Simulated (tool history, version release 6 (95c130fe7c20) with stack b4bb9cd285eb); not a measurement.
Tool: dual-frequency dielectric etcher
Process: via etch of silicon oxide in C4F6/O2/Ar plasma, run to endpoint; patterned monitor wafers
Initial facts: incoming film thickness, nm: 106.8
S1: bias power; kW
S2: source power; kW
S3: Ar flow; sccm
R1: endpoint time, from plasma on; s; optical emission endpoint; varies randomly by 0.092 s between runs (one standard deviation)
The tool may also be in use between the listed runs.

run	hour	S1	S2	S3	R1
1	0.0	0.445	0.330	372	26.647
2	2.5	0.445	0.330	406	26.935
3	7.4	0.493	0.350	398	25.168
4	9.6	0.493	0.410	398	23.844
5	10.5	0.493	0.370	398	24.747
6	18.5	0.493	0.350	398	25.267
7	21.5	0.529	0.370	392	23.896

Forecast run 8:
8	22.7	0.553	0.380	390	?

R1: 23.192 s

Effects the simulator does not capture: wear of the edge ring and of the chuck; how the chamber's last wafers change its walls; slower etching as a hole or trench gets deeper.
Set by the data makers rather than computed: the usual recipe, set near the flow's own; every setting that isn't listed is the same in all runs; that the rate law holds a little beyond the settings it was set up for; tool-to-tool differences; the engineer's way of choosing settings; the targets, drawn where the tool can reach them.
